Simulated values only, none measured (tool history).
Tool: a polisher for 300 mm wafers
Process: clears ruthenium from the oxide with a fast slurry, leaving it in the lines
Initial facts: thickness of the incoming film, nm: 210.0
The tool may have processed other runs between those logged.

| run | hour | flow of slurry (ml/min) | pressure of the wafer on the pad (kPa) | speed of the pad under the wafer (m/s) | abrasive content of the slurry | overpolish time after the end point (s) | time until the end point was called (s) | dishing of a wide line in a test structure (Å) |
|---|---|---|---|---|---|---|---|---|
| 1 | 0 | 200 | 15.2 | 1.06 | 1 | 13 | 72.96 | 198.98 |
| 2 | 5.6 | 200 | 17.2 | 1.08 | 1 | 11 | 63.909 | 199.89 |
| 3 | 11.7 | 200 | 18.6 | 1.1 | 1 | 10 | 58.816 | 200.18 |
| 4 | 18.6 | 200 | 18.6 | 0.98 | 1 | 10 | 65.961 | 185.19 |
| 5 | 21.9 | 200 | 20 | 1 | 1 | 9 | 59.983 | 191.19 |
| 6 | 26.2 | 200 | 21.4 | 1.02 | 1 | 8 | 54.995 | 183.09 |
| 7 | 28.9 | 200 | 22.1 | 1.04 | 1 | 8 | 52.31 | 187.1 |
| 8 | 31.8 | 200 | 22.8 | 1.04 | 1 | 8 | 50.362 | 186.72 |
| 9 | 34.9 | 200 | 23.4 | 1.04 | 1 | 8 | 49.495 | 188.77 |

For run 10, what comes out?
| 10 | 35.8 | 200 | 23.4 | 1.06 | 1 | 8 | ? | ? |

time until the end point was called (s): 48.635
dishing of a wide line in a test structure (Å): 197.82

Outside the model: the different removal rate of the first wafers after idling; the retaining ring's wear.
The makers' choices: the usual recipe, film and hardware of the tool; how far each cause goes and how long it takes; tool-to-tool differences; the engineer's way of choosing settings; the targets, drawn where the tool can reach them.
